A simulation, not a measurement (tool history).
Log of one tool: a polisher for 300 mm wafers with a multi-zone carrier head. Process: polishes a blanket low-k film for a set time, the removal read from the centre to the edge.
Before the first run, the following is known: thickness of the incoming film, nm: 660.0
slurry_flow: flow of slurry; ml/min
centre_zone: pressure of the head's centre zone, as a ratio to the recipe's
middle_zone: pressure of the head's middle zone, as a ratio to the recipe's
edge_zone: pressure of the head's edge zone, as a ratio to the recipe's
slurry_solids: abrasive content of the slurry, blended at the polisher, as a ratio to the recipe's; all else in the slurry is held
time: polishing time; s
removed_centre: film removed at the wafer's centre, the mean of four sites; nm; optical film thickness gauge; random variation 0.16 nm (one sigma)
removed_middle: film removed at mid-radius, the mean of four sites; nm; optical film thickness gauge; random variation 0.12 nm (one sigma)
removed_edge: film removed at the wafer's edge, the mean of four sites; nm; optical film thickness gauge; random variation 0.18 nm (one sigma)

Run 1, day 0: slurry_flow 295 ml/min, centre_zone 1, middle_zone 1, edge_zone 1, slurry_solids 1, time 44 s. Result: removed_centre 23.587 nm, removed_middle 23.525 nm, removed_edge 23.325 nm.
Run 2, day 0.208: slurry_flow 305 ml/min, centre_zone 1.02, middle_zone 1.02, edge_zone 0.95, slurry_solids 0.85, time 43 s. Result: removed_centre 20.624 nm, removed_middle 21.023 nm, removed_edge 19.788 nm.
Run 3, day 0.412: slurry_flow 305 ml/min, centre_zone 0.99, middle_zone 1.02, edge_zone 0.95, slurry_solids 0.85, time 43 s. Result: removed_centre 19.817 nm, removed_middle 21.02 nm, removed_edge 19.402 nm.
Run 4, day 0.442: slurry_flow 315 ml/min, centre_zone 1.03, middle_zone 1.03, edge_zone 0.91, slurry_solids 0.8, time 43 s. Result: removed_centre 20.23 nm, removed_middle 20.058 nm, removed_edge 18.824 nm.
Run 5, day 0.792: slurry_flow 315 ml/min, centre_zone 1.05, middle_zone 1.07, edge_zone 0.88, slurry_solids 0.75, time 43 s. Result: removed_centre 19.555 nm, removed_middle 19.407 nm, removed_edge 17.254 nm.
Run 6, day 0.879: slurry_flow 355 ml/min, centre_zone 1.05, middle_zone 1.07, edge_zone 0.88, slurry_solids 0.75, time 43 s. Result: removed_centre 19.548 nm, removed_middle 19.497 nm, removed_edge 17.386 nm.

The next listed run, before its measurement:
Run 7, day 0.967: slurry_flow 355 ml/min, centre_zone 1.06, middle_zone 1.08, edge_zone 0.86, slurry_solids 0.75, time 43 s. Result: removed_centre ?, removed_middle ?, removed_edge ?.

{"run 7": {"removed_centre": 19.689, "removed_middle": 19.489, "removed_edge": 17.057}}

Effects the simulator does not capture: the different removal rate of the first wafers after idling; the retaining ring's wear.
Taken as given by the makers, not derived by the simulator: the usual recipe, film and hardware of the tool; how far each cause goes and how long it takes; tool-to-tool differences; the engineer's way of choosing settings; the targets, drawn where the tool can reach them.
